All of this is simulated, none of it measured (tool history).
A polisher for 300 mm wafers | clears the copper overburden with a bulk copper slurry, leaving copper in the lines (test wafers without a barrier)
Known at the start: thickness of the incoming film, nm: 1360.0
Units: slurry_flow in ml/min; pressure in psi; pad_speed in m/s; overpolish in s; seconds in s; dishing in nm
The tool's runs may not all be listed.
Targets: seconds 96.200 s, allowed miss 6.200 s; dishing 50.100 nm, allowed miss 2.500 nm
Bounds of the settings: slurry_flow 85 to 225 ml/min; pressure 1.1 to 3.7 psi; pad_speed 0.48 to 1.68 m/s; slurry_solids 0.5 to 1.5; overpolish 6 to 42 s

run	hour	slurry_flow	pressure	pad_speed	slurry_solids	overpolish	seconds	dishing
1	0.0	145	2.4	1.08	1.0	21	163.000	45.993
2	0.7	145	2.5	1.10	1.0	20	163.230	46.064
3	3.1	145	2.5	1.10	1.0	25	160.390	47.020
4	5.2	145	2.5	1.30	1.0	25	131.270	48.388
5	8.5	115	2.5	1.30	1.0	25	141.240	49.884
# hour 9.4: slurry nozzle cleaned
6	9.4	90	2.5	1.30	1.0	25	139.110	47.590
7	15.9	90	2.6	1.30	1.0	24	132.330	47.784
8	20.8	90	2.7	1.30	1.0	24	126.240	49.274
9	22.7	90	2.8	1.30	1.0	23	119.050	48.430
10	31.6	90	3.0	1.32	1.0	23	114.060	49.938
11	39.7	90	3.0	1.32	1.0	22	114.260	50.112
12	47.0	90	3.0	1.32	1.0	21	111.540	49.514
13	53.7	90	3.2	1.34	1.0	19	102.950	50.114

4 next moves are on the table. One of them brings every result within its allowed miss. Which?
A	60.4	90	3.4	1.34	1.2	17	?	?
B	60.4	90	3.2	1.62	1.0	16	?	?
C	60.4	105	3.4	1.48	1.0	15	?	?
D	60.4	85	3.2	1.68	1.1	15	?	?

move	seconds	dishing
A	94.027	48.656
B	86.292	48.457
C	87.339	48.483
D	82.053	48.416
A: meets every target
B: takes the result that was furthest off past its target
C: takes the result that was furthest off past its target
D: takes the result that was furthest off past its target
Answer: A
